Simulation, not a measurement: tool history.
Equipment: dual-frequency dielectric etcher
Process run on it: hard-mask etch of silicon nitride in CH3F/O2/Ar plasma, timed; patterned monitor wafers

| run | hour | source power (kW) | bias power (kW) | etch time (s) | mean etch depth across the wafer (Å) |
|---|---|---|---|---|---|
| 1 | 0.0 | 0.540 | 0.057 | 292.5 | 2295.2 |
| 2 | 1.6 | 0.560 | 0.057 | 292.5 | 2356.7 |
| 3 | 5.3 | 0.570 | 0.057 | 292.5 | 2363.6 |
| 4 | 11.4 | 0.580 | 0.057 | 292.5 | 2377.1 |
| 5 | 14.9 | 0.590 | 0.057 | 292.5 | 2399.8 |
| 6 | 23.2 | 0.510 | 0.057 | 292.5 | 2253.7 |
| 7 | 27.9 | 0.530 | 0.058 | 292.5 | 2283.6 |

Run 8 has not been measured yet. What should we expect?
| 8 | 33.2 | 0.640 | 0.063 | 293.5 | ? |

{"run 8": {"mean etch depth across the wafer (Å)": 2599.0}}
